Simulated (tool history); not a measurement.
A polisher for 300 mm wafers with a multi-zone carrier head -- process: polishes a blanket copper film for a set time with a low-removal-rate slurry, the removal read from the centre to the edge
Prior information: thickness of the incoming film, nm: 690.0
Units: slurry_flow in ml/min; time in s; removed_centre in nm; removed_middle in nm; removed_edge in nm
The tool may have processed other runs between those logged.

Run 1, hour 0: slurry_flow 225 ml/min, centre_zone 1, middle_zone 1, edge_zone 1, slurry_solids 1, time 84 s. Result: removed_centre 189.22 nm, removed_middle 189.06 nm, removed_edge 193.8 nm.
Run 2, hour 3.4: slurry_flow 225 ml/min, centre_zone 1, middle_zone 1, edge_zone 0.92, slurry_solids 1, time 84 s. Result: removed_centre 190.42 nm, removed_middle 193.6 nm, removed_edge 187.18 nm.
Run 3, hour 7.8: slurry_flow 235 ml/min, centre_zone 1.02, middle_zone 1.02, edge_zone 0.94, slurry_solids 1.1, time 85 s. Result: removed_centre 197.63 nm, removed_middle 199.09 nm, removed_edge 196.12 nm.
Run 4, hour 12.4: slurry_flow 240 ml/min, centre_zone 1.04, middle_zone 1.04, edge_zone 0.94, slurry_solids 1.15, time 87 s. Result: removed_centre 206.96 nm, removed_middle 211.63 nm, removed_edge 200.14 nm.
Run 5, hour 19.1: slurry_flow 240 ml/min, centre_zone 0.97, middle_zone 1.04, edge_zone 0.94, slurry_solids 1.15, time 87 s. Result: removed_centre 192.83 nm, removed_middle 212.05 nm, removed_edge 201.39 nm.
Run 6, hour 26.3: slurry_flow 245 ml/min, centre_zone 1, middle_zone 1.06, edge_zone 0.96, slurry_solids 1.2, time 88 s. Result: removed_centre 206.35 nm, removed_middle 218.37 nm, removed_edge 206.24 nm.
Run 7, hour 33.3: slurry_flow 250 ml/min, centre_zone 1.01, middle_zone 1.07, edge_zone 0.98, slurry_solids 1.25, time 89 s. Result: removed_centre 211.53 nm, removed_middle 224.81 nm, removed_edge 212.8 nm.
Run 8, hour 41.1: slurry_flow 255 ml/min, centre_zone 1.03, middle_zone 1.08, edge_zone 1, slurry_solids 1.3, time 90 s. Result: removed_centre 220.61 nm, removed_middle 230.97 nm, removed_edge 216.8 nm.
Run 9, hour 49.2: slurry_flow 260 ml/min, centre_zone 1.04, middle_zone 1.09, edge_zone 1.01, slurry_solids 1.35, time 91 s. Result: removed_centre 228.82 nm, removed_middle 239.23 nm, removed_edge 223.8 nm.
Run 10, hour 53.3: slurry_flow 265 ml/min, centre_zone 1.05, middle_zone 1.1, edge_zone 1.02, slurry_solids 1.35, time 91 s. Result: removed_centre 231.93 nm, removed_middle 235.94 nm, removed_edge 225.83 nm.
Run 11, hour 58: slurry_flow 270 ml/min, centre_zone 1.06, middle_zone 1.11, edge_zone 1.02, slurry_solids 1.35, time 92 s. Result: removed_centre 233.33 nm, removed_middle 242.27 nm, removed_edge 226.4 nm.

For run 12, what comes out?
Run 12, hour 62.9: slurry_flow 270 ml/min, centre_zone 1.07, middle_zone 1.12, edge_zone 1.03, slurry_solids 1.35, time 93 s. Result: removed_centre ?, removed_middle ?, removed_edge ?.

{"run 12": {"removed_centre": 242.26, "removed_middle": 247.86, "removed_edge": 232.87}}
